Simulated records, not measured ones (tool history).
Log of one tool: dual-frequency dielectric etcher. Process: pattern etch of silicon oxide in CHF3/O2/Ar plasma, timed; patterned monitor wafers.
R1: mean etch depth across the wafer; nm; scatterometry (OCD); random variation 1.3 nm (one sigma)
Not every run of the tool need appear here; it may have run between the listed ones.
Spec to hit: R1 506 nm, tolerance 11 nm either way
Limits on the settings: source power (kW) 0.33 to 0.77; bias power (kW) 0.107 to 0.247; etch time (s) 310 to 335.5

Run 1, hour 0: source power (kW) 0.55, bias power (kW) 0.177, etch time (s) 335.5. Result: R1 595.4 nm.
Run 2, hour 5.1: source power (kW) 0.55, bias power (kW) 0.207, etch time (s) 335.5. Result: R1 630.18 nm.
Run 3, hour 9.5: source power (kW) 0.55, bias power (kW) 0.191, etch time (s) 335.5. Result: R1 612.83 nm.
Run 4, hour 12: source power (kW) 0.55, bias power (kW) 0.209, etch time (s) 335.5. Result: R1 632.32 nm.
Run 5, hour 20.4: source power (kW) 0.55, bias power (kW) 0.186, etch time (s) 335.5. Result: R1 605.2 nm.
Run 6, hour 29.1: source power (kW) 0.6, bias power (kW) 0.186, etch time (s) 335.5. Result: R1 618.91 nm.
Run 7, hour 34.9: source power (kW) 0.57, bias power (kW) 0.178, etch time (s) 333.5. Result: R1 597.75 nm.
Run 8, hour 39: source power (kW) 0.54, bias power (kW) 0.172, etch time (s) 332.5. Result: R1 580.89 nm.
Run 9, hour 47.2: source power (kW) 0.52, bias power (kW) 0.168, etch time (s) 331.5. Result: R1 567.74 nm.
Run 10, hour 48.2: source power (kW) 0.5, bias power (kW) 0.165, etch time (s) 331. Result: R1 557.34 nm.
Run 11, hour 54.5: source power (kW) 0.5, bias power (kW) 0.165, etch time (s) 331. Result: R1 558.05 nm.
Run 12, hour 61.5: source power (kW) 0.48, bias power (kW) 0.163, etch time (s) 330.5. Result: R1 548.56 nm.
Run 13, hour 69.7: source power (kW) 0.46, bias power (kW) 0.161, etch time (s) 330.5. Result: R1 544.66 nm.
Run 14, hour 77.7: source power (kW) 0.45, bias power (kW) 0.159, etch time (s) 330. Result: R1 538.17 nm.
Run 15, hour 79.5: source power (kW) 0.44, bias power (kW) 0.157, etch time (s) 329.5. Result: R1 532.15 nm.
Run 16, hour 83.7: source power (kW) 0.43, bias power (kW) 0.156, etch time (s) 329.5. Result: R1 525.78 nm.

Next run, 5 choices. One meets every target within its allowed miss, the rest don't. Which?
Run A, hour 87.9: source power (kW) 0.41, bias power (kW) 0.163, etch time (s) 318. Result: R1 ?.
Run B, hour 87.9: source power (kW) 0.42, bias power (kW) 0.163, etch time (s) 335.5. Result: R1 ?.
Run C, hour 87.9: source power (kW) 0.45, bias power (kW) 0.17, etch time (s) 325.5. Result: R1 ?.
Run D, hour 87.9: source power (kW) 0.43, bias power (kW) 0.152, etch time (s) 335.5. Result: R1 ?.
Run E, hour 87.9: source power (kW) 0.42, bias power (kW) 0.158, etch time (s) 335.5. Result: R1 ?.

move      R1
   A  512.31
   B  543.54
   C  544.39
   D  532.72
   E  537.35
A: meets every target
B: further off than the last run
C: further off than the last run
D: further off than the last run
E: further off than the last run
A is the move that brings every result within its allowed miss.
